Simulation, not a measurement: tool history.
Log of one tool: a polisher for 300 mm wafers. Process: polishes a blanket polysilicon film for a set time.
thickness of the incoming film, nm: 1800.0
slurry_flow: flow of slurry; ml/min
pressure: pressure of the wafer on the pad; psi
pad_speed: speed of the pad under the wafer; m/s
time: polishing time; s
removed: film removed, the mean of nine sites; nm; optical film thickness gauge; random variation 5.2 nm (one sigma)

run 1 day=0.000 | slurry_flow=310 pressure=2.3 pad_speed=1.18 time=67 | removed=565.03
run 2 day=0.350 | slurry_flow=310 pressure=2.3 pad_speed=1.02 time=67 | removed=496.38
run 3 day=0.592 | slurry_flow=380 pressure=2.3 pad_speed=1.02 time=67 | removed=516.83
run 4 day=0.750 | slurry_flow=430 pressure=2.3 pad_speed=1.02 time=67 | removed=520.49
run 5 day=1.017 | slurry_flow=430 pressure=2.3 pad_speed=1.02 time=67 | removed=517.52
run 6 day=1.117 | slurry_flow=460 pressure=2.3 pad_speed=1.02 time=67 | removed=525.18

The next listed run, before its measurement:
-- day=1.488 head pressure recalibrated
run 7 day=1.488 | slurry_flow=465 pressure=2.8 pad_speed=1.02 time=67 | removed=?

{"run 7": {"removed": 563.43}}

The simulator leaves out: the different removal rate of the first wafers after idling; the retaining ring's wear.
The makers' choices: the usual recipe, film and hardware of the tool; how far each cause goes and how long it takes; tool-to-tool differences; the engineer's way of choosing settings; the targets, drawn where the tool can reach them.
